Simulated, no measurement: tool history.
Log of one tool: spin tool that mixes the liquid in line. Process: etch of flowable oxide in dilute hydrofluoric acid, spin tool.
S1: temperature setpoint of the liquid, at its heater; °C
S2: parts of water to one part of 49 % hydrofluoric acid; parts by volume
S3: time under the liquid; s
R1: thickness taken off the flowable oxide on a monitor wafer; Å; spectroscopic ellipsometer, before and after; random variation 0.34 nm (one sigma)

Run 1, hour 0.0: S1 22.0 °C, S2 250 parts by volume, S3 280 s. Result: R1 325.80 Å.
Run 2, hour 2.3: S1 23.0 °C, S2 245 parts by volume, S3 280 s. Result: R1 343.80 Å.
Run 3, hour 7.1: S1 23.0 °C, S2 190 parts by volume, S3 280 s. Result: R1 469.85 Å.
Run 4, hour 9.8: S1 23.5 °C, S2 190 parts by volume, S3 280 s. Result: R1 480.40 Å.
Run 5, hour 10.7: S1 24.0 °C, S2 190 parts by volume, S3 280 s. Result: R1 487.67 Å.
Run 6, hour 14.1: S1 24.5 °C, S2 190 parts by volume, S3 280 s. Result: R1 493.12 Å.
Run 7, hour 15.4: S1 24.5 °C, S2 190 parts by volume, S3 280 s. Result: R1 491.36 Å.

The next listed run, before its measurement:
Run 8, hour 19.2: S1 25.0 °C, S2 190 parts by volume, S3 280 s. Result: R1 ?.

R1: 504.89 Å
